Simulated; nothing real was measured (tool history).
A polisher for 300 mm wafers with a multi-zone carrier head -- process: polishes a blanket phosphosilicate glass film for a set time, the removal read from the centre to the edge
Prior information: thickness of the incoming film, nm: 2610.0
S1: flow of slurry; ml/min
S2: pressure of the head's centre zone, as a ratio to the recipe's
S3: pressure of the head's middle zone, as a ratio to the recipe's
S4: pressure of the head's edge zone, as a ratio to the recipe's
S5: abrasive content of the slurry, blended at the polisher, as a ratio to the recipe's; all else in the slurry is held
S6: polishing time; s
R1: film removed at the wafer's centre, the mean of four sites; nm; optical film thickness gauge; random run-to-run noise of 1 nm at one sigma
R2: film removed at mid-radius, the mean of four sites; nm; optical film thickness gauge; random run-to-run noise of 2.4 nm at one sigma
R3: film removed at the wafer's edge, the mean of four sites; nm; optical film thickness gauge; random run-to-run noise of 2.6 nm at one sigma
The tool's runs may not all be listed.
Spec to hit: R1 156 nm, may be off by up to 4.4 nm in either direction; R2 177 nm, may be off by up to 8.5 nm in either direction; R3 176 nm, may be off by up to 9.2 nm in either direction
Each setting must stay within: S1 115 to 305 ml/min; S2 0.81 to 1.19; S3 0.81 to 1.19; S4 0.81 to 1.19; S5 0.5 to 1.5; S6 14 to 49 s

Run 1, hour 0: S1 195 ml/min, S2 1, S3 1, S4 1, S5 1, S6 31 s. Result: R1 246.83 nm, R2 248.46 nm, R3 250.97 nm.
Run 2, hour 6.7: S1 190 ml/min, S2 0.98, S3 0.99, S4 0.98, S5 0.95, S6 31 s. Result: R1 232.34 nm, R2 238.08 nm, R3 243.15 nm.
Run 3, hour 14.3: S1 240 ml/min, S2 0.98, S3 0.99, S4 0.98, S5 0.95, S6 31 s. Result: R1 245.2 nm, R2 241.91 nm, R3 244.77 nm.
Run 4, hour 23: S1 240 ml/min, S2 0.98, S3 0.99, S4 0.98, S5 0.95, S6 35 s. Result: R1 274.35 nm, R2 277.98 nm, R3 286.12 nm.
Run 5, hour 29.1: S1 240 ml/min, S2 0.98, S3 0.93, S4 0.98, S5 0.95, S6 35 s. Result: R1 272.37 nm, R2 261.01 nm, R3 278.17 nm.
Run 6, hour 35.5: S1 235 ml/min, S2 0.96, S3 0.93, S4 0.96, S5 0.9, S6 34 s. Result: R1 254.37 nm, R2 240.72 nm, R3 262.36 nm.
Run 7, hour 37.5: S1 230 ml/min, S2 0.94, S3 0.95, S4 0.95, S5 0.85, S6 33 s. Result: R1 231.3 nm, R2 241.21 nm, R3 246.66 nm.
Run 8, hour 38.7: S1 190 ml/min, S2 0.86, S3 0.85, S4 0.85, S5 0.6, S6 29 s. Result: R1 142.42 nm, R2 144 nm, R3 158.93 nm.
Run 9, hour 41.1: S1 200 ml/min, S2 0.86, S3 0.87, S4 0.86, S5 0.6, S6 29 s. Result: R1 146.61 nm, R2 149.97 nm, R3 163.32 nm.
Run 10, hour 49.3: S1 205 ml/min, S2 0.86, S3 0.88, S4 0.86, S5 0.6, S6 29 s. Result: R1 147.35 nm, R2 153.25 nm, R3 156.81 nm.
Run 11, hour 57.6: S1 205 ml/min, S2 0.86, S3 0.89, S4 0.88, S5 0.6, S6 29 s. Result: R1 146.68 nm, R2 152.05 nm, R3 161.44 nm.

4 candidate next runs follow, results not yet known. Just one meets every target within its allowed miss. Identify it.
Run A, hour 65.9: S1 210 ml/min, S2 0.81, S3 0.89, S4 1.01, S5 0.55, S6 32 s. Result: R1 ?, R2 ?, R3 ?.
Run B, hour 65.9: S1 185 ml/min, S2 0.81, S3 1.11, S4 0.81, S5 0.75, S6 25 s. Result: R1 ?, R2 ?, R3 ?.
Run C, hour 65.9: S1 205 ml/min, S2 0.85, S3 0.81, S4 0.87, S5 0.6, S6 28 s. Result: R1 ?, R2 ?, R3 ?.
Run D, hour 65.9: S1 190 ml/min, S2 0.87, S3 1, S4 0.93, S5 0.7, S6 28 s. Result: R1 ?, R2 ?, R3 ?.

move      R1      R2      R3
   A  143.86  152.04  178.03
   B  138.37  176.37  155.19
   C  140.32  131.58  155.54
   D  158.46  173.28  177.47
A: about as far from the targets as the last run
B: meets the target for the result that was furthest off, but another lies outside its allowed miss
C: misses by more than the last run did
D: in spec on every target
So the answer is move D, the one that meets all the targets.
